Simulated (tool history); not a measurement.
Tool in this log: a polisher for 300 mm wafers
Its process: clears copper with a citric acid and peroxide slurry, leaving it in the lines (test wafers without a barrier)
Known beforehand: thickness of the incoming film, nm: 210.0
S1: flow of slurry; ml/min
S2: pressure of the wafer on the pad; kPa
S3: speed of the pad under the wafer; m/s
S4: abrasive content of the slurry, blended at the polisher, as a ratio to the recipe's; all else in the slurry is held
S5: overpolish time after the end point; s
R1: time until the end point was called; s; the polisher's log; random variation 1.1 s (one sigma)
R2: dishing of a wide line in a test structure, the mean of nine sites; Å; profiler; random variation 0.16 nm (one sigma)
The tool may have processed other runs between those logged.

| run | day | S1 | S2 | S3 | S4 | S5 | R1 | R2 |
|---|---|---|---|---|---|---|---|---|
| 1 | 0.000 | 240 | 15.9 | 1.08 | 1.00 | 17 | 129.160 | 194.15 |
| 2 | 0.104 | 295 | 15.9 | 1.08 | 1.00 | 17 | 125.330 | 194.77 |
| 3 | 0.271 | 295 | 15.9 | 1.08 | 1.00 | 20 | 126.100 | 223.06 |
| 4 | 0.488 | 295 | 15.9 | 1.08 | 1.00 | 24 | 128.820 | 262.54 |
| 5 | 0.804 | 295 | 19.3 | 1.08 | 1.00 | 24 | 103.390 | 316.02 |
| 6 | 1.050 | 295 | 19.3 | 1.08 | 0.85 | 24 | 108.740 | 300.06 |
| 7 | 1.096 | 295 | 20.0 | 1.08 | 0.80 | 18 | 107.530 | 236.28 |
| 8 | 1.129 | 295 | 20.0 | 1.08 | 0.80 | 18 | 104.880 | 239.00 |
| 9 | 1.296 | 305 | 21.4 | 1.10 | 0.80 | 10 | 97.373 | 152.18 |

Forecast run 10:
| 10 | 1.392 | 310 | 22.1 | 1.10 | 0.80 | 8 | ? | ? |

Run 10 yielded R1 93.609 s, R2 126.96 Å.

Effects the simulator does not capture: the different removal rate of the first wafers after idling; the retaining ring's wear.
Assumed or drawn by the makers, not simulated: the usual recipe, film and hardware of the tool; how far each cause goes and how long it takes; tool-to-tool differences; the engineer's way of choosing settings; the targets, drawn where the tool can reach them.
